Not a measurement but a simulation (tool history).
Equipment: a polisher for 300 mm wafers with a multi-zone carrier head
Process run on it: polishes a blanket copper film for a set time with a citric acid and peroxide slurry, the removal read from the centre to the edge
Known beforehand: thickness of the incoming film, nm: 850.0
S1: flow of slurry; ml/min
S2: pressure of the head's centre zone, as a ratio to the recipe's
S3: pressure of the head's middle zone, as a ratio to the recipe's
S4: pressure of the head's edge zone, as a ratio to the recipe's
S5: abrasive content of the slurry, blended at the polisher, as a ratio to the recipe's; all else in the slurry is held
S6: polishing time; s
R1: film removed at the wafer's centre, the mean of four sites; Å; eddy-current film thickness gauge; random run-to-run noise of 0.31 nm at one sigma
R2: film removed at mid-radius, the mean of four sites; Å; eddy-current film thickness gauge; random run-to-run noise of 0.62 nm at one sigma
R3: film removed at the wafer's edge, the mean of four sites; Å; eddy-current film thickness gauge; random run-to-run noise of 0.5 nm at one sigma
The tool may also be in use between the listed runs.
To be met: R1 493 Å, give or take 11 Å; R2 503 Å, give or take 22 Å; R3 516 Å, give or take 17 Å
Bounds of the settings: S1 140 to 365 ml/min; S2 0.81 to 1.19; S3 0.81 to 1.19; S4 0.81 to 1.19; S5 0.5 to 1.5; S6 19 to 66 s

run 1 day=0 | S1=235 S2=1 S3=1 S4=1 S5=1 S6=42 | R1=747 R2=745.14 R3=764.55
run 2 day=0.138 | S1=230 S2=0.98 S3=0.98 S4=0.96 S5=0.9 S6=40 | R1=669.56 R2=692.57 R3=675.28
run 3 day=0.438 | S1=205 S2=0.98 S3=0.98 S4=0.96 S5=0.9 S6=40 | R1=665.62 R2=674.11 R3=664.44
run 4 day=0.779 | S1=195 S2=0.95 S3=0.94 S4=0.95 S5=0.8 S6=39 | R1=589.11 R2=593.1 R3=621.3
run 5 day=0.85 | S1=195 S2=0.95 S3=0.94 S4=0.95 S5=0.7 S6=39 | R1=567.07 R2=566.42 R3=589.83
run 6 day=1.092 | S1=190 S2=0.94 S3=0.93 S4=0.92 S5=0.65 S6=39 | R1=537.86 R2=544.58 R3=559.56
run 7 day=1.358 | S1=185 S2=0.93 S3=0.92 S4=0.9 S5=0.65 S6=39 | R1=530.88 R2=537.85 R3=556.52
run 8 day=1.592 | S1=180 S2=0.92 S3=0.91 S4=0.88 S5=0.65 S6=39 | R1=515.94 R2=520.36 R3=550.92
run 9 day=1.712 | S1=175 S2=0.92 S3=0.91 S4=0.86 S5=0.65 S6=39 | R1=521.76 R2=531.27 R3=533.95
run 10 day=1.804 | S1=170 S2=0.91 S3=0.9 S4=0.85 S5=0.65 S6=39 | R1=512.29 R2=528.36 R3=539.15
run 11 day=1.846 | S1=170 S2=0.91 S3=0.9 S4=0.85 S5=0.65 S6=39 | R1=509.72 R2=525.99 R3=543.22
run 12 day=2.058 | S1=170 S2=0.91 S3=0.9 S4=0.84 S5=0.65 S6=39 | R1=516.3 R2=525.39 R3=524.5

Below are 4 possible settings for the next run. Only one of them brings all results inside the allowed miss of their targets. Which is it?
run A day=2.271 | S1=255 S2=0.9 S3=0.9 S4=0.87 S5=0.75 S6=34 | R1=? R2=? R3=?
run B day=2.271 | S1=185 S2=0.98 S3=1.01 S4=0.81 S5=0.7 S6=36 | R1=? R2=? R3=?
run C day=2.271 | S1=220 S2=0.85 S3=0.87 S4=0.86 S5=0.55 S6=40 | R1=? R2=? R3=?
run D day=2.271 | S1=145 S2=0.98 S3=0.92 S4=0.9 S5=0.6 S6=40 | R1=? R2=? R3=?

move=A R1=498.81 R2=505.94 R3=516.81
move=B R1=535.63 R2=551.14 R3=499.96
move=C R1=478.52 R2=501.16 R3=526.14
move=D R1=533.62 R2=510.53 R3=531.72
A: meets every target
B: its largest miss is bigger than the last run's
C: takes the biggest miss from the last run beyond its target
D: its largest miss is bigger than the last run's
The move that meets every target is A.
